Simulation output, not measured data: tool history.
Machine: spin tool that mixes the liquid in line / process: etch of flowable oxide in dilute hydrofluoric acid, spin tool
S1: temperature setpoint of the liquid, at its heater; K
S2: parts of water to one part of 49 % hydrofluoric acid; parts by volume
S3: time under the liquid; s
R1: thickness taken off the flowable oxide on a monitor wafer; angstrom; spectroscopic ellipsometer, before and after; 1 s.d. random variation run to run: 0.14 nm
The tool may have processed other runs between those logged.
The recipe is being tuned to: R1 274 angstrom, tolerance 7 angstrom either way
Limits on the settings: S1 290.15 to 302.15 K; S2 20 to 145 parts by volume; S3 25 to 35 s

{"run": 1, "hour": 0.0, "S1": 294.15, "S2": 80, "S3": 35, "R1": 139.66}
{"run": 2, "hour": 6.8, "S1": 294.15, "S2": 80, "S3": 25, "R1": 100.02}
{"run": 3, "hour": 13.2, "S1": 295.65, "S2": 70, "S3": 25, "R1": 123.66}
{"run": 4, "hour": 22.1, "S1": 297.15, "S2": 60, "S3": 25, "R1": 154.8}
{"run": 5, "hour": 30.7, "S1": 297.15, "S2": 60, "S3": 25, "R1": 155.55}
{"run": 6, "hour": 38.6, "S1": 298.65, "S2": 60, "S3": 25, "R1": 164.77}
{"run": 7, "hour": 44.5, "S1": 299.15, "S2": 55, "S3": 25, "R1": 184.85}
{"run": 8, "hour": 49.1, "S1": 299.65, "S2": 50, "S3": 25, "R1": 207.67}
{"run": 9, "hour": 53.9, "S1": 300.15, "S2": 50, "S3": 25, "R1": 213.58}
{"run": 10, "hour": 56.1, "S1": 300.65, "S2": 50, "S3": 25, "R1": 217.58}
{"run": 11, "hour": 57.7, "S1": 301.15, "S2": 50, "S3": 25, "R1": 220.38}
{"run": 12, "hour": 60.3, "S1": 302.15, "S2": 35, "S3": 25, "R1": 336.47}
{"run": 13, "hour": 61.5, "S1": 301.15, "S2": 35, "S3": 25, "R1": 321.72}

Which of these 4 next moves meets every target?
{"run": "A", "hour": 62.7, "S1": 301.15, "S2": 30, "S3": 25, "R1": "?"}
{"run": "B", "hour": 62.7, "S1": 302.15, "S2": 45, "S3": 25, "R1": "?"}
{"run": "C", "hour": 62.7, "S1": 298.65, "S2": 35, "S3": 25, "R1": "?"}
{"run": "D", "hour": 62.7, "S1": 300.65, "S2": 40, "S3": 25, "R1": "?"}

move=A R1=380.2
move=B R1=257.96
move=C R1=292.08
move=D R1=275.32
A: further off than the last run
B: the result that was furthest off in the last run now lies on the other side of its target
C: nearer than the last run, and not there yet
D: all results land within tolerance of their targets
D is the move that brings every result within its allowed miss.
